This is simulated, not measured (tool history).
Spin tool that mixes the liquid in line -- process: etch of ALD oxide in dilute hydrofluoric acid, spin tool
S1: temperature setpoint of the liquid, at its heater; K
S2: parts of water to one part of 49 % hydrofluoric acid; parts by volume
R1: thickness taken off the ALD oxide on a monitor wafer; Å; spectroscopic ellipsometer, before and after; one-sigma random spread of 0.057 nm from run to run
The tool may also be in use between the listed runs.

Run 1, hour 0: S1 298.15 K, S2 265 parts by volume, time under the liquid (s) 295. Result: R1 150.5 Å.
Run 2, hour 7.4: S1 301.15 K, S2 265 parts by volume, time under the liquid (s) 295. Result: R1 165.7 Å.
Run 3, hour 10.6: S1 298.15 K, S2 265 parts by volume, time under the liquid (s) 295. Result: R1 150.64 Å.
Run 4, hour 16.3: S1 294.65 K, S2 265 parts by volume, time under the liquid (s) 295. Result: R1 134.33 Å.
Run 5, hour 22.1: S1 294.65 K, S2 220 parts by volume, time under the liquid (s) 295. Result: R1 167.47 Å.
Run 6, hour 25.9: S1 293.15 K, S2 235 parts by volume, time under the liquid (s) 295. Result: R1 147.63 Å.

The next listed run, before its measurement:
Run 7, hour 28: S1 290.15 K, S2 265 parts by volume, time under the liquid (s) 295. Result: R1 ?.

Logged for run 7: R1 112.82 Å.

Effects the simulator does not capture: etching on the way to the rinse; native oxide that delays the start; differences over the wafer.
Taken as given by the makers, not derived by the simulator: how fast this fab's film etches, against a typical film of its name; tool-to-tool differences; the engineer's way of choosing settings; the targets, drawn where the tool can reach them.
